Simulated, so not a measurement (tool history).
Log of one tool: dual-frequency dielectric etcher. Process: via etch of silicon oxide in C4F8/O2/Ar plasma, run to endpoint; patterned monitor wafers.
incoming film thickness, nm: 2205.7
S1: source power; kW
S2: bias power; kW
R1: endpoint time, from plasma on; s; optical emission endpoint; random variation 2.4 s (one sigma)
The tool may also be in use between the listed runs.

run  hour    S1     S2      R1
  1     0  2.43  1.732  432.95
  2   5.4  2.53  1.752  423.31
  3  11.7  2.61  1.766  422.24
  4  16.9  2.61  2.013  413.21
  5  22.7   2.4  2.013  417.24
  6  26.3   2.4  1.709  432.98

The next listed run, before its measurement:
  7  31.1  2.54  1.762   ?

R1: 427 s
